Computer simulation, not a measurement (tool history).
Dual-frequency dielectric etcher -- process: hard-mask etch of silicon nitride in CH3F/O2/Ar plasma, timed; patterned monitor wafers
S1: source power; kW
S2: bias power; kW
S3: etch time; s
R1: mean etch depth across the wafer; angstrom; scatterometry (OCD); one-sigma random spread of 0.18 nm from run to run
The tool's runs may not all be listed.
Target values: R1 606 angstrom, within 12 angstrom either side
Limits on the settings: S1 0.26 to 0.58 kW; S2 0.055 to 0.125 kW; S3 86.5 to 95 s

run  hour    S1     S2    S3      R1
  1     0  0.42   0.09    95  699.03
  2     3  0.42   0.09  86.5  638.27
  3   8.9  0.42  0.097  86.5  648.63
  4  16.7   0.4  0.096  86.5  632.29
  5  25.5  0.45  0.096  86.5  672.22
  6  30.9  0.45  0.096  86.5  671.43
  7  32.9  0.43  0.095  86.5  651.61
  8  33.8  0.41  0.094  86.5  638.06
  9  42.6   0.4  0.093  86.5  626.61

4 next moves are on the table. One of them brings every result within its allowed miss. Which?
  A  51.4  0.37  0.093  86.5   ?
  B  51.4  0.33   0.09    88   ?
  C  51.4  0.42  0.091  87.5   ?
  D  51.4  0.34  0.081  89.5   ?

move      R1
   A   604.3
   B  573.47
   C  648.42
   D  577.06
A: meets every target
B: moves the result that the last run missed by most past its target, out the other side
C: the biggest miss grows against the last run
D: moves the result that the last run missed by most past its target, out the other side
A is the move that brings every result within its allowed miss.

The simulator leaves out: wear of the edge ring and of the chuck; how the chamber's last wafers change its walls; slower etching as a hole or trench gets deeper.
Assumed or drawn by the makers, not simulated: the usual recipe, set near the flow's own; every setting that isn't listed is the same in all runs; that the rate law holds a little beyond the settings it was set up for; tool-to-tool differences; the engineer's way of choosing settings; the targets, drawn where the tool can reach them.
